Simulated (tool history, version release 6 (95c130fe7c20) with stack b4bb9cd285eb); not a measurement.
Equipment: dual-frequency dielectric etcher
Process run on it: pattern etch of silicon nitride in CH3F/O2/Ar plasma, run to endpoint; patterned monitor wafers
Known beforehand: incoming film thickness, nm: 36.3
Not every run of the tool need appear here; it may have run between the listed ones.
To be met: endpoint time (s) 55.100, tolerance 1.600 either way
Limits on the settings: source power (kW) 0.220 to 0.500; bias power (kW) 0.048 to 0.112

run    day  source power (kW)  bias power (kW)  endpoint time (s)
  1  0.000              0.360            0.080             49.291
  2  0.167              0.350            0.079             50.587
  3  0.321              0.340            0.079             50.243
  4  0.379              0.340            0.092             48.624
  5  0.604              0.380            0.092             46.192
  6  0.842              0.380            0.101             44.940
  7  1.112              0.360            0.099             46.625
  8  1.304              0.350            0.098             46.919
     1.671  -- source power generator calibrated
  9  1.671              0.340            0.097             46.800
 10  1.792              0.330            0.094             48.078
 11  2.004              0.320            0.092             48.887
 12  2.058              0.310            0.090             49.428
 13  2.133              0.300            0.088             50.772

Which one of the following 5 next-run settings gets every result inside its allowed miss? There is exactly one.
  A  2.208              0.220            0.073                  ?
  B  2.208              0.250            0.085                  ?
  C  2.208              0.240            0.064                  ?
  D  2.208              0.220            0.082                  ?
  E  2.208              0.240            0.071                  ?

move  endpoint time (s)
   A             60.743
   B             55.369
   C             60.913
   D             58.741
   E             59.215
A: takes the result that was furthest off past its target
B: every result lands within tolerance
C: takes the result that was furthest off past its target
D: takes the result that was furthest off past its target
E: takes the result that was furthest off past its target
Go with B: it meets all targets.

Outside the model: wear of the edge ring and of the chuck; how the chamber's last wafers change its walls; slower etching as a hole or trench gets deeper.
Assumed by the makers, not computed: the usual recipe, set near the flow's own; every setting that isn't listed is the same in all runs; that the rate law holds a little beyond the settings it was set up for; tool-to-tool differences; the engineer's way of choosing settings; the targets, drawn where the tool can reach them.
